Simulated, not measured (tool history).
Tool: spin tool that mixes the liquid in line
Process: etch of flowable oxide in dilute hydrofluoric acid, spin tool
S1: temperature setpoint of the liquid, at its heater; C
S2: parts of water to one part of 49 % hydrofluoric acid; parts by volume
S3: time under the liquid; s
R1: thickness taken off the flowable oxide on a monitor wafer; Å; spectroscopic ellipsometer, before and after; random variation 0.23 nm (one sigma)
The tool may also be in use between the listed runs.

{"run": 1, "hour": 0.0, "S1": 22, "S2": 145, "S3": 85, "R1": 223.67}
{"run": 2, "hour": 7.0, "S1": 22, "S2": 175, "S3": 85, "R1": 180.11}
{"run": 3, "hour": 7.7, "S1": 22, "S2": 175, "S3": 85, "R1": 179.77}
{"run": 4, "hour": 10.2, "S1": 24.5, "S2": 160, "S3": 85, "R1": 220.65}
{"run": 5, "hour": 11.9, "S1": 26, "S2": 150, "S3": 85, "R1": 252.16}
{"run": 6, "hour": 18.3, "S1": 27, "S2": 140, "S3": 85, "R1": 280.01}
{"run": 7, "hour": 21.2, "S1": 28, "S2": 135, "S3": 85, "R1": 307.89}
{"run": 8, "hour": 23.0, "S1": 28.5, "S2": 130, "S3": 85, "R1": 327.09}

The next listed run, before its measurement:
{"run": 9, "hour": 24.4, "S1": 29, "S2": 130, "S3": 85, "R1": "?"}

R1: 332.93 Å
